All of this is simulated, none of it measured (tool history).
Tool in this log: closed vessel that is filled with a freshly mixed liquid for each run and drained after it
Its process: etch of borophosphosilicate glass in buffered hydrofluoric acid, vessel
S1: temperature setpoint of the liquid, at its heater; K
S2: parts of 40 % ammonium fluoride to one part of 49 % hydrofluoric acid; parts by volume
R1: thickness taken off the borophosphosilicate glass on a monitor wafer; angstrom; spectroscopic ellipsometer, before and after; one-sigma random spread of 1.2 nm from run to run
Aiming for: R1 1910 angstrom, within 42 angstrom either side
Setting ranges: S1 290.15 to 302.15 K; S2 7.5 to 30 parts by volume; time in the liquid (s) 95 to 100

run 1 hour=0 | S1=294.15 S2=22 time_in_the_liquid_(s)=95 | R1=784.77
run 2 hour=7 | S1=297.15 S2=22 time_in_the_liquid_(s)=95 | R1=939.81
run 3 hour=12.5 | S1=294.65 S2=22 time_in_the_liquid_(s)=95 | R1=808.52
run 4 hour=20.6 | S1=294.65 S2=22 time_in_the_liquid_(s)=100 | R1=856
run 5 hour=21.4 | S1=296.15 S2=20 time_in_the_liquid_(s)=100 | R1=993.27
run 6 hour=27 | S1=297.65 S2=17.5 time_in_the_liquid_(s)=100 | R1=1219.8
run 7 hour=32.2 | S1=298.65 S2=16.5 time_in_the_liquid_(s)=100 | R1=1380.5
run 8 hour=33.4 | S1=299.65 S2=16 time_in_the_liquid_(s)=100 | R1=1501.3
run 9 hour=41.5 | S1=300.15 S2=15.5 time_in_the_liquid_(s)=100 | R1=1597.8
run 10 hour=48.7 | S1=300.15 S2=15.5 time_in_the_liquid_(s)=100 | R1=1588.1

Which of these 5 next moves meets every target?
run A hour=55.9 | S1=300.15 S2=18 time_in_the_liquid_(s)=100 | R1=?
run B hour=55.9 | S1=300.65 S2=11 time_in_the_liquid_(s)=95 | R1=?
run C hour=55.9 | S1=301.15 S2=14.5 time_in_the_liquid_(s)=100 | R1=?
run D hour=55.9 | S1=295.65 S2=10 time_in_the_liquid_(s)=100 | R1=?
run E hour=55.9 | S1=301.65 S2=14.5 time_in_the_liquid_(s)=95 | R1=?

move=A R1=1366.8
move=B R1=2164.9
move=C R1=1783.6
move=D R1=1914
move=E R1=1739.6
A: lands further from the targets than the last run did
B: pushes the last run's worst result past its target
C: closer than the last run, but not yet in spec
D: all results land within tolerance of their targets
E: closer than the last run, but not yet in spec
D is the move that brings every result within its allowed miss.
